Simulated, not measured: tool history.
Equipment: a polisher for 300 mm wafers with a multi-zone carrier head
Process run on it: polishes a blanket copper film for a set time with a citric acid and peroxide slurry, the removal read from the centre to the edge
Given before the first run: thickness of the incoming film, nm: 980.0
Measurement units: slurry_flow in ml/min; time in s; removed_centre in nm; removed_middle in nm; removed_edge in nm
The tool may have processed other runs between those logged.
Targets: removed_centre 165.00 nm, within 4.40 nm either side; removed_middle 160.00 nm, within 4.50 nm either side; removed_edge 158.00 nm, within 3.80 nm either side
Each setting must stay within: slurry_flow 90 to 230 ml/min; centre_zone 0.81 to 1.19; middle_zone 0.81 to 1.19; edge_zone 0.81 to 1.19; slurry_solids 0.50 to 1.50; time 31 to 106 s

Run 1, hour 0.0: slurry_flow 150 ml/min, centre_zone 1.00, middle_zone 1.00, edge_zone 1.00, slurry_solids 1.00, time 68 s. Result: removed_centre 217.64 nm, removed_middle 211.65 nm, removed_edge 204.42 nm.
Run 2, hour 8.5: slurry_flow 150 ml/min, centre_zone 1.00, middle_zone 1.00, edge_zone 1.00, slurry_solids 1.00, time 59 s. Result: removed_centre 191.06 nm, removed_middle 187.25 nm, removed_edge 177.57 nm.
Run 3, hour 17.1: slurry_flow 150 ml/min, centre_zone 1.00, middle_zone 0.92, edge_zone 1.00, slurry_solids 1.00, time 59 s. Result: removed_centre 190.18 nm, removed_middle 176.97 nm, removed_edge 178.77 nm.
Run 4, hour 21.1: slurry_flow 150 ml/min, centre_zone 1.00, middle_zone 0.92, edge_zone 1.00, slurry_solids 1.00, time 52 s. Result: removed_centre 167.39 nm, removed_middle 153.91 nm, removed_edge 155.94 nm.
Run 5, hour 29.2: slurry_flow 150 ml/min, centre_zone 1.00, middle_zone 0.84, edge_zone 1.00, slurry_solids 1.00, time 52 s. Result: removed_centre 168.64 nm, removed_middle 142.62 nm, removed_edge 153.74 nm.
Run 6, hour 34.0: slurry_flow 150 ml/min, centre_zone 1.00, middle_zone 0.88, edge_zone 1.00, slurry_solids 1.00, time 52 s. Result: removed_centre 168.30 nm, removed_middle 147.59 nm, removed_edge 156.83 nm.
Run 7, hour 37.2: slurry_flow 155 ml/min, centre_zone 0.99, middle_zone 0.90, edge_zone 0.99, slurry_solids 1.00, time 52 s. Result: removed_centre 170.67 nm, removed_middle 154.08 nm, removed_edge 155.43 nm.
Run 8, hour 39.9: slurry_flow 155 ml/min, centre_zone 0.98, middle_zone 0.91, edge_zone 1.00, slurry_solids 1.00, time 52 s. Result: removed_centre 166.01 nm, removed_middle 152.39 nm, removed_edge 156.78 nm.

Of the 4 settings listed for the next run, only one would bring every result within its allowed miss of target. Which one?
Run A, hour 42.6: slurry_flow 115 ml/min, centre_zone 0.93, middle_zone 0.90, edge_zone 0.89, slurry_solids 0.95, time 57 s. Result: removed_centre ?, removed_middle ?, removed_edge ?.
Run B, hour 42.6: slurry_flow 140 ml/min, centre_zone 1.00, middle_zone 0.84, edge_zone 1.08, slurry_solids 0.80, time 54 s. Result: removed_centre ?, removed_middle ?, removed_edge ?.
Run C, hour 42.6: slurry_flow 135 ml/min, centre_zone 1.04, middle_zone 1.01, edge_zone 0.89, slurry_solids 1.00, time 54 s. Result: removed_centre ?, removed_middle ?, removed_edge ?.
Run D, hour 42.6: slurry_flow 175 ml/min, centre_zone 0.92, middle_zone 0.91, edge_zone 1.01, slurry_solids 0.95, time 54 s. Result: removed_centre ?, removed_middle ?, removed_edge ?.

move  removed_centre  removed_middle  removed_edge
   A          164.39          158.18        157.58
   B          167.63          143.34        162.79
   C          178.37          168.18        152.81
   D          165.15          160.39        165.02
A: meets every target
B: lands further from the targets than the last run did
C: takes the biggest miss from the last run beyond its target
D: puts the biggest miss on target and leaves a different result outside tolerance
The right move is A.
